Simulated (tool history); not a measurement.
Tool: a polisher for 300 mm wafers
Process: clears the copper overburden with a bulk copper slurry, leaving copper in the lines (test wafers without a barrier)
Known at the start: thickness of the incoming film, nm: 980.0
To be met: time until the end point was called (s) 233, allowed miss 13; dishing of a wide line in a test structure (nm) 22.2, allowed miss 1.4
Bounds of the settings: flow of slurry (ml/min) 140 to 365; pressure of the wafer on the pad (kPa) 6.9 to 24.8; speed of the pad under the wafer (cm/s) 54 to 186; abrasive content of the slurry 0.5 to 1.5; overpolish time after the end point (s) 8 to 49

run  hour  flow of slurry (ml/min)  pressure of the wafer on the pad (kPa)  speed of the pad under the wafer (cm/s)  abrasive content of the slurry  overpolish time after the end point (s)  time until the end point was called (s)  dishing of a wide line in a test structure (nm)
  1     0                      235                                    15.9                                      118                               1                                       25                                   118.16                                           80.606
  2   1.5                      235                                    15.9                                      118                               1                                       35                                   118.45                                           92.277
  3   6.6                      235                                    15.9                                      130                               1                                       35                                   108.94                                           93.674
  4  14.5                      235                                    15.9                                      130                               1                                       41                                   107.27                                           92.276
  5  19.1                      235                                    15.9                                      150                               1                                       41                                   96.413                                           99.469
  6  19.8                      215                                    13.8                                      140                             0.9                                       34                                   114.09                                           87.772
  7  20.5                      245                                    12.4                                      124                            1.05                                       29                                   135.03                                           78.366
  8  23.7                      225                                      11                                      116                            0.95                                       25                                   164.49                                           65.091
  9  28.9                      205                                    10.3                                      114                            0.85                                       21                                   179.43                                           57.095
 10  36.4                      190                                     9.7                                      112                             0.8                                       18                                   186.61                                           47.356
 11    41                      180                                       9                                      110                            0.75                                       16                                   206.01                                           41.372
 12  46.9                      170                                     8.3                                      110                             0.7                                       14                                   226.45                                           36.188
 13  48.6                      165                                     8.3                                      112                            0.65                                       13                                   223.64                                            32.77
 14  49.7                      160                                     8.3                                      114                             0.6                                       12                                   219.86                                           31.417
 15  51.2                      155                                     8.3                                      116                             0.6                                       11                                   215.29                                           30.099
 16  56.3                      150                                     8.3                                      116                             0.6                                       10                                    217.6                                           27.531
 17  63.9                      150                                     8.3                                      118                             0.6                                       10                                   214.55                                           27.694

5 next moves are on the table. One of them brings every result within its allowed miss. Which?
  A  71.5                      160                                       9                                      102                             0.6                                       10                                        ?                                                ?
  B  71.5                      140                                     8.3                                      114                             0.5                                        8                                        ?                                                ?
  C  71.5                      140                                     6.9                                      126                             0.5                                       10                                        ?                                                ?
  D  71.5                      140                                     6.9                                      108                             0.5                                       11                                        ?                                                ?
  E  71.5                      140                                     6.9                                      108                             0.5                                       10                                        ?                                                ?

move  time until the end point was called (s)  dishing of a wide line in a test structure (nm)
   A                                   233.35                                           26.059
   B                                   229.62                                           21.803
   C                                   234.06                                             25.6
   D                                    271.8                                           24.491
   E                                    271.8                                           22.627
A: nearer than the last run, and not there yet
B: meets every target
C: nearer than the last run, and not there yet
D: nearer than the last run, and not there yet
E: brings the result that was furthest off to its target, and leaves another outside
The right move is B.
